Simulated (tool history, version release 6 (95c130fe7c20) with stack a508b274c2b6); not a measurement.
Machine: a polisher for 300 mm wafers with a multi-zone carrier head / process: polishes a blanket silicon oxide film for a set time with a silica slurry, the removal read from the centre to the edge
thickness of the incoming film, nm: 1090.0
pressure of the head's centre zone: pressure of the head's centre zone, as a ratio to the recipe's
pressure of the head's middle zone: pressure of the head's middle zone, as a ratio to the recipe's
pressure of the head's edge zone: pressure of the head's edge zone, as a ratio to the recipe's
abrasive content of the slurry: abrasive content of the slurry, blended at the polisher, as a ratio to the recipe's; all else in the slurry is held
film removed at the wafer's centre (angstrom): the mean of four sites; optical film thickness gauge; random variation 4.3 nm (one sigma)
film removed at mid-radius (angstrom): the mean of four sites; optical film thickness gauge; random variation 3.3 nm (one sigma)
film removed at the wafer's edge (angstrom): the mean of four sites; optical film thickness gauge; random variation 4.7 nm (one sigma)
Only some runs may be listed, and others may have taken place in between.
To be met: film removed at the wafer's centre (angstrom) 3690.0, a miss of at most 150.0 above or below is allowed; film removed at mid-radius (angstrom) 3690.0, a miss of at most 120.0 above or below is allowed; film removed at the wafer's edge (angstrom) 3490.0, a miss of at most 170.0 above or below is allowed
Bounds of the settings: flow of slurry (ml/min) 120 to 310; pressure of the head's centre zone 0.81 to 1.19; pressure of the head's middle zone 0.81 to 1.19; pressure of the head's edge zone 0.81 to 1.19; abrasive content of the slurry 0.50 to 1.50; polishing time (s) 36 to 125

| run | hour | flow of slurry (ml/min) | pressure of the head's centre zone | pressure of the head's middle zone | pressure of the head's edge zone | abrasive content of the slurry | polishing time (s) | film removed at the wafer's centre (angstrom) | film removed at mid-radius (angstrom) | film removed at the wafer's edge (angstrom) |
|---|---|---|---|---|---|---|---|---|---|---|
| 1 | 0.0 | 200 | 1.00 | 1.00 | 1.00 | 1.00 | 80 | 2315.5 | 2321.1 | 2257.5 |
| 2 | 7.6 | 200 | 1.00 | 0.92 | 1.00 | 1.00 | 80 | 2272.6 | 2172.2 | 2219.0 |
| 3 | 11.8 | 205 | 1.01 | 0.96 | 1.02 | 1.10 | 82 | 2601.4 | 2468.4 | 2442.1 |
| 4 | 19.0 | 205 | 1.01 | 0.96 | 1.02 | 1.10 | 100 | 3077.7 | 3013.5 | 3039.6 |
| 5 | 25.6 | 230 | 1.01 | 0.96 | 1.02 | 1.10 | 100 | 3152.6 | 3042.1 | 3003.8 |
| 6 | 33.0 | 225 | 1.02 | 0.99 | 1.04 | 1.10 | 100 | 3201.8 | 3092.5 | 3041.8 |
|  | 38.2 | edge zone pressure recalibrated |
| 7 | 38.2 | 220 | 1.02 | 1.01 | 1.05 | 1.15 | 100 | 3250.5 | 3156.9 | 3358.4 |
| 8 | 47.0 | 230 | 1.02 | 1.03 | 1.03 | 1.15 | 100 | 3235.5 | 3292.3 | 3274.3 |
| 9 | 51.5 | 235 | 1.04 | 1.04 | 1.03 | 1.15 | 100 | 3360.9 | 3231.1 | 3295.9 |
| 10 | 60.2 | 245 | 1.04 | 1.05 | 1.01 | 1.15 | 100 | 3385.9 | 3289.9 | 3216.7 |
| 11 | 60.8 | 250 | 1.04 | 1.07 | 1.01 | 1.15 | 100 | 3341.3 | 3370.4 | 3335.0 |
| 12 | 63.7 | 255 | 1.05 | 1.08 | 1.00 | 1.15 | 100 | 3424.4 | 3359.5 | 3238.6 |
| 13 | 69.0 | 260 | 1.05 | 1.09 | 1.00 | 1.15 | 100 | 3377.7 | 3378.6 | 3271.8 |
| 14 | 77.9 | 260 | 1.06 | 1.10 | 0.99 | 1.15 | 100 | 3418.2 | 3433.8 | 3323.9 |
| 15 | 81.0 | 265 | 1.07 | 1.11 | 0.98 | 1.15 | 100 | 3513.3 | 3467.8 | 3260.3 |
| 16 | 83.1 | 265 | 1.07 | 1.12 | 0.98 | 1.15 | 100 | 3481.5 | 3449.9 | 3275.4 |
| 17 | 84.7 | 265 | 1.07 | 1.13 | 0.98 | 1.15 | 100 | 3407.3 | 3458.6 | 3230.0 |
| 18 | 85.9 | 270 | 1.07 | 1.14 | 0.98 | 1.15 | 100 | 3510.2 | 3575.4 | 3199.2 |
| 19 | 93.4 | 270 | 1.07 | 1.14 | 0.99 | 1.15 | 100 | 3413.0 | 3524.9 | 3248.8 |
| 20 | 100.5 | 270 | 1.08 | 1.14 | 0.99 | 1.15 | 100 | 3545.4 | 3527.6 | 3222.9 |

Below are 5 possible settings for the next run. Only one of them brings all results inside the allowed miss of their targets. Which is it?
| A | 107.6 | 290 | 1.09 | 1.15 | 1.06 | 1.10 | 107 | ? | ? | ? |
| B | 107.6 | 290 | 1.10 | 1.03 | 0.97 | 1.20 | 95 | ? | ? | ? |
| C | 107.6 | 310 | 1.05 | 1.19 | 0.99 | 0.90 | 114 | ? | ? | ? |
| D | 107.6 | 270 | 1.02 | 1.12 | 1.03 | 1.05 | 109 | ? | ? | ? |
| E | 107.6 | 265 | 1.13 | 1.00 | 1.03 | 1.30 | 100 | ? | ? | ? |

| move | film removed at the wafer's centre (angstrom) | film removed at mid-radius (angstrom) | film removed at the wafer's edge (angstrom) |
|---|---|---|---|
| A | 3725.3 | 3789.8 | 3425.7 |
| B | 3506.0 | 3301.0 | 3065.0 |
| C | 3351.5 | 3617.1 | 3086.9 |
| D | 3422.3 | 3665.1 | 3326.7 |
| E | 3913.8 | 3525.4 | 3439.8 |
A: each result inside its tolerance
B: its largest miss is bigger than the last run's
C: its largest miss is bigger than the last run's
D: the worst result of the last run now meets its target, but another is out of spec
E: the worst result of the last run now meets its target, but another is out of spec
So the answer is move A, the one that meets all the targets.

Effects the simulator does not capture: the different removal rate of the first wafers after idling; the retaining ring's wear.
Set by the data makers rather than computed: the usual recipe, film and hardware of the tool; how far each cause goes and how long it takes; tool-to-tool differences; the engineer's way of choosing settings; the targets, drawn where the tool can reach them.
